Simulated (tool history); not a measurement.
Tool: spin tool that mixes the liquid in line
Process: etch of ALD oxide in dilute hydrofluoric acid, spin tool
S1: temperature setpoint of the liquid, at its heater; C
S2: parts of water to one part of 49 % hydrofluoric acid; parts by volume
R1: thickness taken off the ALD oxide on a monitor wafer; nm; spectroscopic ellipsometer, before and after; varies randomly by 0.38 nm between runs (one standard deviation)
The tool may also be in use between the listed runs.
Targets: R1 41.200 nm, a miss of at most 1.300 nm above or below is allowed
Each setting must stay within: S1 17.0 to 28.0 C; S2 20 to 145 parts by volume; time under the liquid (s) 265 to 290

Run 1, hour 0.0: S1 20.0 C, S2 80 parts by volume, time under the liquid (s) 265. Result: R1 31.164 nm.
Run 2, hour 3.1: S1 22.0 C, S2 80 parts by volume, time under the liquid (s) 265. Result: R1 34.308 nm.
Run 3, hour 8.2: S1 23.5 C, S2 80 parts by volume, time under the liquid (s) 265. Result: R1 36.682 nm.
Run 4, hour 12.3: S1 23.5 C, S2 95 parts by volume, time under the liquid (s) 265. Result: R1 30.173 nm.
Run 5, hour 14.4: S1 25.0 C, S2 90 parts by volume, time under the liquid (s) 265. Result: R1 34.317 nm.
Run 6, hour 17.2: S1 26.0 C, S2 90 parts by volume, time under the liquid (s) 265. Result: R1 35.720 nm.
Run 7, hour 17.8: S1 26.5 C, S2 90 parts by volume, time under the liquid (s) 265. Result: R1 35.700 nm.
Run 8, hour 22.0: S1 27.0 C, S2 90 parts by volume, time under the liquid (s) 265. Result: R1 35.969 nm.
Run 9, hour 23.8: S1 27.5 C, S2 85 parts by volume, time under the liquid (s) 265. Result: R1 39.636 nm.

4 candidate next runs follow, results not yet known. Just one meets every target within its allowed miss. Identify it.
Run A, hour 25.6: S1 26.0 C, S2 80 parts by volume, time under the liquid (s) 275. Result: R1 ?.
Run B, hour 25.6: S1 28.0 C, S2 90 parts by volume, time under the liquid (s) 265. Result: R1 ?.
Run C, hour 25.6: S1 25.0 C, S2 85 parts by volume, time under the liquid (s) 270. Result: R1 ?.
Run D, hour 25.6: S1 27.0 C, S2 90 parts by volume, time under the liquid (s) 280. Result: R1 ?.

move      R1
   A  41.572
   B  37.983
   C  36.683
   D  38.610
A: in spec on every target
B: its largest miss is bigger than the last run's
C: its largest miss is bigger than the last run's
D: its largest miss is bigger than the last run's
The move that meets every target is A.

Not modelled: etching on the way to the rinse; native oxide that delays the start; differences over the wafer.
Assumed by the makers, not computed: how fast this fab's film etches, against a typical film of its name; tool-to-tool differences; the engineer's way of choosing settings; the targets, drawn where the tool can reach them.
